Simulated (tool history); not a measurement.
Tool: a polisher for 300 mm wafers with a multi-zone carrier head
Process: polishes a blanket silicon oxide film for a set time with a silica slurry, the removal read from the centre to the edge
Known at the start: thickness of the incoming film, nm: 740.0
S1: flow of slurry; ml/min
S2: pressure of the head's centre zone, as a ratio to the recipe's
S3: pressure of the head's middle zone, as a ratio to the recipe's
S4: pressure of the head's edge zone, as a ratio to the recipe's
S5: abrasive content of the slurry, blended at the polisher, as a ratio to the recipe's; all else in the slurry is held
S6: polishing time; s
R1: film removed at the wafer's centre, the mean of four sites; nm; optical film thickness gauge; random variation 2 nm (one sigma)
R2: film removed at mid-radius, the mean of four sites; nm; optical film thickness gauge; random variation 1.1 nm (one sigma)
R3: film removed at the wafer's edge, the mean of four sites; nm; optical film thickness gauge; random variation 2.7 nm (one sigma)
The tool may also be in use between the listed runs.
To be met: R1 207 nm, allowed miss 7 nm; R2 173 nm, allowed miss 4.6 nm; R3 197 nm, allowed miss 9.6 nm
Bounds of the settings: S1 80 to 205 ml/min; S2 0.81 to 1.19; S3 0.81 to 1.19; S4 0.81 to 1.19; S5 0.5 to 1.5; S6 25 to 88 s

run	hour	S1	S2	S3	S4	S5	S6	R1	R2	R3
1	0	135	1	1	1	1	56	171.49	165.41	169.28
2	5.8	135	1	1	1	1.2	56	185.52	179.08	187.41
3	12.9	135	1.01	0.99	1.01	1.2	56	187.14	177.17	183.65
4	21.4	115	1.01	0.99	1.01	1.2	56	173.72	170.89	179.05
5	25.3	115	1.01	0.91	1.01	1.2	56	177.72	157.85	183.68
6	32	115	1.01	0.91	1.01	1.05	56	167.59	149.41	172.12
7	36.5	125	1.01	0.91	1.02	1.05	56	171.73	152.32	174.79
8	40.6	135	1.01	0.91	1.03	1.05	56	174.62	156.33	174.97
9	42.4	140	1.01	0.9	1.04	1.1	56	181.63	160.59	180.34

5 next moves are on the table. One of them brings every result within its allowed miss. Which?
A	44.2	150	0.93	0.94	0.94	1.05	50	?	?	?
B	44.2	205	1.05	1.1	1.13	0.8	61	?	?	?
C	44.2	165	1.01	0.85	0.96	1.15	61	?	?	?
D	44.2	180	1.08	1.1	1.04	1.05	50	?	?	?
E	44.2	180	1.11	0.81	0.98	1.3	56	?	?	?

move	R1	R2	R3
A	151.49	145.28	152.06
B	189.32	185.82	178.57
C	210.65	173.13	197.63
D	178.65	171.61	160.96
E	224.45	163.4	194.75
A: further off than the last run
B: nearer than the last run, and not there yet
C: meets every target
D: further off than the last run
E: takes the result that was furthest off past its target
Move C is the one to make.
